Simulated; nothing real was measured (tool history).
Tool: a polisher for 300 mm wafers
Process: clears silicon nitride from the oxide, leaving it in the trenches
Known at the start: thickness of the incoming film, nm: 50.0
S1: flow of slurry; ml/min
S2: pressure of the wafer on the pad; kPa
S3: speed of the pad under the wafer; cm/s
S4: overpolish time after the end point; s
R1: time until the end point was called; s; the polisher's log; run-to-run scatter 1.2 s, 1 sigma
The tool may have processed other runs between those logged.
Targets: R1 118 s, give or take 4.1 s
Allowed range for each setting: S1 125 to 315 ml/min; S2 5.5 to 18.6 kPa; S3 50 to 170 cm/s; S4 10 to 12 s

run,day,S1,S2,S3,S4,R1
1,0,205,11.7,110,12,84.203
2,0.296,205,11,110,12,90.791
3,0.625,205,11,120,12,81.154
4,0.725,205,13.1,120,12,69.401
5,0.971,205,13.1,138,12,61.702
6,1.171,205,11,136,12,73.541
7,1.538,205,9.7,136,12,84.1
8,1.9,205,9,136,12,90.204
9,2.1,205,8.3,136,12,97.11
10,2.154,205,7.6,136,12,105.97

Exactly one of the 5 candidate moves below puts every result within its allowed miss. Which one?
A,2.208,205,9.7,124,12,?
B,2.208,215,8.3,146,10,?
C,2.208,170,6.9,136,10,?
D,2.208,205,8.3,144,12,?
E,2.208,125,6.9,134,12,?

move,R1
A,91.817
B,90.254
C,118.9
D,92.031
E,127.37
A: misses by more than the last run did
B: misses by more than the last run did
C: in spec on every target
D: misses by more than the last run did
E: the result that was furthest off in the last run now lies on the other side of its target
Correct choice: C, which meets every target
